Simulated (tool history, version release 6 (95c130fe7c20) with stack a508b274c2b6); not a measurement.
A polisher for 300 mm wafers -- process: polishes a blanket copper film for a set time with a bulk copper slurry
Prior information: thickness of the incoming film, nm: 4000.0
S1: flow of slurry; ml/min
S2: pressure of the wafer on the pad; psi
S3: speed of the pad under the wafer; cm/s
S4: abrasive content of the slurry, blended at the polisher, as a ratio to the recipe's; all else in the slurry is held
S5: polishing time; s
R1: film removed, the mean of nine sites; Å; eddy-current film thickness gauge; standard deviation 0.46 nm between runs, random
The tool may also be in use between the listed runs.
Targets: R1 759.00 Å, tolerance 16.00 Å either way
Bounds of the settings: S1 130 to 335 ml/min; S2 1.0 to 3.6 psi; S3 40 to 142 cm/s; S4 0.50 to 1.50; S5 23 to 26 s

| run | hour | S1 | S2 | S3 | S4 | S5 | R1 |
|---|---|---|---|---|---|---|---|
| 1 | 0.0 | 215 | 2.3 | 90 | 1.00 | 26 | 1570.30 |
| 2 | 3.4 | 210 | 2.2 | 88 | 1.00 | 26 | 1458.30 |
| 3 | 12.1 | 210 | 2.2 | 66 | 1.00 | 26 | 1202.40 |
| 4 | 18.1 | 210 | 2.2 | 78 | 1.00 | 26 | 1350.70 |
| 5 | 27.0 | 210 | 2.1 | 78 | 1.00 | 26 | 1284.80 |
| 6 | 27.7 | 255 | 2.1 | 78 | 1.00 | 26 | 1316.90 |
| 7 | 31.7 | 255 | 2.1 | 78 | 1.00 | 26 | 1302.50 |
| 8 | 39.5 | 255 | 2.1 | 78 | 1.00 | 26 | 1321.50 |
| 9 | 43.6 | 250 | 2.0 | 78 | 1.00 | 26 | 1263.10 |
| 10 | 47.7 | 245 | 1.9 | 78 | 1.00 | 26 | 1204.00 |
| 11 | 49.3 | 240 | 1.8 | 78 | 1.00 | 26 | 1125.00 |
| 12 | 58.0 | 235 | 1.7 | 78 | 1.00 | 26 | 1057.40 |
| 13 | 65.0 | 230 | 1.6 | 78 | 1.00 | 26 | 1003.20 |
| 14 | 71.7 | 225 | 1.6 | 78 | 1.00 | 26 | 1010.60 |
| 15 | 72.6 | 220 | 1.5 | 78 | 1.00 | 26 | 945.69 |
| 16 | 78.4 | 220 | 1.5 | 78 | 1.00 | 26 | 940.90 |
| 17 | 87.3 | 180 | 1.0 | 78 | 1.00 | 26 | 636.80 |
| 18 | 91.7 | 240 | 1.0 | 78 | 1.00 | 26 | 656.78 |
| 19 | 93.8 | 270 | 1.4 | 78 | 1.00 | 26 | 906.44 |
| 20 | 97.1 | 260 | 1.4 | 78 | 1.00 | 26 | 894.90 |
| 21 | 100.2 | 250 | 1.4 | 78 | 1.00 | 26 | 897.56 |
| 22 | 105.5 | 240 | 1.4 | 78 | 1.00 | 26 | 896.78 |
| 23 | 107.3 | 230 | 1.4 | 78 | 1.00 | 26 | 895.45 |
| 24 | 112.6 | 205 | 1.0 | 78 | 1.00 | 26 | 644.24 |
| 25 | 118.1 | 265 | 1.0 | 78 | 1.00 | 26 | 669.46 |
| 26 | 120.9 | 265 | 1.1 | 78 | 1.00 | 26 | 720.67 |
| 27 | 122.6 | 270 | 1.2 | 78 | 1.00 | 26 | 784.14 |
| 28 | 123.7 | 260 | 1.2 | 78 | 1.00 | 26 | 773.83 |
|  | 130.9 | head pressure recalibrated |
| 29 | 130.9 | 245 | 1.2 | 78 | 1.00 | 26 | 718.40 |

Exactly one of the 5 candidate moves below puts every result within its allowed miss. Which one?
| A | 138.1 | 265 | 1.0 | 86 | 1.05 | 26 | ? |
| B | 138.1 | 270 | 1.0 | 94 | 1.05 | 26 | ? |
| C | 138.1 | 270 | 1.2 | 78 | 1.10 | 23 | ? |
| D | 138.1 | 250 | 1.1 | 78 | 0.90 | 26 | ? |
| E | 138.1 | 270 | 1.2 | 84 | 1.00 | 26 | ? |

| move | R1 |
|---|---|
| A | 667.74 |
| B | 712.65 |
| C | 658.94 |
| D | 653.28 |
| E | 767.48 |
A: the biggest miss grows against the last run
B: the biggest miss grows against the last run
C: the biggest miss grows against the last run
D: the biggest miss grows against the last run
E: each result inside its tolerance
E meets every target.

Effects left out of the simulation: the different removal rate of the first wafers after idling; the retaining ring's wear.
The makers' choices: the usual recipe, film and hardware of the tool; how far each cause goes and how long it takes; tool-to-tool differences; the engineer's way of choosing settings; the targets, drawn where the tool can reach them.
